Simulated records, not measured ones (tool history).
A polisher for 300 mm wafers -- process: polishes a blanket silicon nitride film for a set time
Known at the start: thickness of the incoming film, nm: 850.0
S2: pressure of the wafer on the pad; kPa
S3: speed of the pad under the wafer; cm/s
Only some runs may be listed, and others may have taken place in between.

{"run": 1, "hour": 0.0, "flow of slurry (ml/min)": 220, "S2": 33.1, "S3": 110, "polishing time (s)": 53, "film removed (Å)": 1578.3}
{"run": 2, "hour": 1.6, "flow of slurry (ml/min)": 265, "S2": 33.1, "S3": 110, "polishing time (s)": 53, "film removed (Å)": 1608.6}
{"run": 3, "hour": 6.6, "flow of slurry (ml/min)": 265, "S2": 33.1, "S3": 110, "polishing time (s)": 47, "film removed (Å)": 1434.9}
{"run": 4, "hour": 14.7, "flow of slurry (ml/min)": 265, "S2": 25.5, "S3": 110, "polishing time (s)": 47, "film removed (Å)": 1121.9}
{"run": 5, "hour": 19.4, "flow of slurry (ml/min)": 230, "S2": 25.5, "S3": 110, "polishing time (s)": 47, "film removed (Å)": 1108.5}
{"run": 6, "hour": 28.3, "flow of slurry (ml/min)": 275, "S2": 25.5, "S3": 110, "polishing time (s)": 47, "film removed (Å)": 1118.3}

What will run 7 give?
{"run": 7, "hour": 33.1, "flow of slurry (ml/min)": 275, "S2": 27.6, "S3": 110, "polishing time (s)": 47, "film removed (Å)": "?"}

{"run 7": {"film removed (Å)": 1235.1}}

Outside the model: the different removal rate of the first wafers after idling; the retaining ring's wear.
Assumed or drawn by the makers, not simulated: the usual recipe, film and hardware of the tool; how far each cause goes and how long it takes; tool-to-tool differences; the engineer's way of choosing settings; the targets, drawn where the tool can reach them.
